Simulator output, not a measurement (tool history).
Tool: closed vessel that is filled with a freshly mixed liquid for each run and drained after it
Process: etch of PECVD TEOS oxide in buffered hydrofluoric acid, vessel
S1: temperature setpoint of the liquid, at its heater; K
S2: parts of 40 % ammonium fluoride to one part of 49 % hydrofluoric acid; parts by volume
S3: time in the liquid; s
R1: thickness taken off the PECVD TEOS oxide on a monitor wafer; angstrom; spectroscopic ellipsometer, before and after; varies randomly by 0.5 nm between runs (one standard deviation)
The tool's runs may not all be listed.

| run | day | S1 | S2 | S3 | R1 |
|---|---|---|---|---|---|
| 1 | 0 | 294.15 | 13.5 | 90 | 956.11 |
| 2 | 0.058 | 296.65 | 13.5 | 90 | 1095 |
| 3 | 0.167 | 296.65 | 16 | 90 | 921.4 |
| 4 | 0.425 | 296.65 | 19 | 90 | 782.01 |
| 5 | 0.717 | 298.15 | 17.5 | 90 | 921.32 |
| 6 | 0.862 | 298.15 | 15 | 90 | 1073.1 |
| 7 | 0.996 | 299.15 | 14.5 | 90 | 1169.9 |
| 8 | 1.146 | 300.15 | 14.5 | 90 | 1234.2 |
| 9 | 1.212 | 300.65 | 14.5 | 90 | 1261.1 |

What will run 10 give?
| 10 | 1.271 | 301.15 | 14.5 | 90 | ? |

R1: 1308.2 angstrom
